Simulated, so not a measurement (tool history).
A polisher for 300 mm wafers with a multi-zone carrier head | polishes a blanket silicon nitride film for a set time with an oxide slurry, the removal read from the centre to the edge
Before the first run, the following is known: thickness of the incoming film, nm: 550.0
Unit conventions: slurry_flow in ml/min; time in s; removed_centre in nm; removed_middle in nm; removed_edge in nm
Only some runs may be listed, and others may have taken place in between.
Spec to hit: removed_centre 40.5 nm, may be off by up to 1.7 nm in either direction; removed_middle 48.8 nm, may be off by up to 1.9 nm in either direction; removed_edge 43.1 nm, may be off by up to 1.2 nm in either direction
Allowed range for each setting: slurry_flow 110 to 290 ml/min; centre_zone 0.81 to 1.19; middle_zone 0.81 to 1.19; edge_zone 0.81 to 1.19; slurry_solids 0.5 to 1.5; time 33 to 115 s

run,hour,slurry_flow,centre_zone,middle_zone,edge_zone,slurry_solids,time,removed_centre,removed_middle,removed_edge
1,0,185,1,1,1,1,73,34.695,34.044,34.396
2,1.9,185,1,0.93,1,1,73,35.176,32.154,34.481
3,5.4,185,1,0.93,1.04,1,73,34.754,31.454,35.12
4,13.9,160,1,0.93,1.04,1,73,33.356,31.031,33.751
5,22,160,0.91,0.93,1.04,1,73,30.622,31.098,34.379
6,27.4,185,0.92,1.01,1.03,1.1,73,33.314,35.799,36.139
7,32.3,205,0.92,1.06,1.04,1.2,73,35.749,38.432,38.412
8,34.4,210,0.91,1.1,1.03,1.25,74,35.772,41.3,39.714
9,39.2,220,0.92,1.13,1.02,1.3,74,37.608,43.876,39.786
10,47,230,0.92,1.15,1.03,1.35,74,39.842,45.718,40.802
11,54.8,235,0.91,1.16,1.04,1.35,74,37.601,45.747,41.365
12,57.3,240,0.92,1.17,1.04,1.35,74,39.173,47.131,41.38
13,65.7,245,0.92,1.17,1.05,1.35,74,39.629,46.919,41.781

Which single option among these 4 for the next run brings every result within its allowed miss of target? Just one does.
A,74.1,210,0.88,1.11,0.91,1.45,81,?,?,?
B,74.1,270,0.94,1.1,1.1,1.4,74,?,?,?
C,74.1,230,0.95,1.17,1.1,1.4,70,?,?,?
D,74.1,210,0.93,1.17,0.94,1.3,78,?,?,?

move,removed_centre,removed_middle,removed_edge
A,40.246,48.924,43.269
B,40.057,45.038,43.699
C,37.547,44.108,40.732
D,39.194,47.118,40.409
A: in spec on every target
B: corrects the largest miss of the last run, while another result sits out of spec
C: the biggest miss grows against the last run
D: the biggest miss grows against the last run
A is the move that brings every result within its allowed miss.
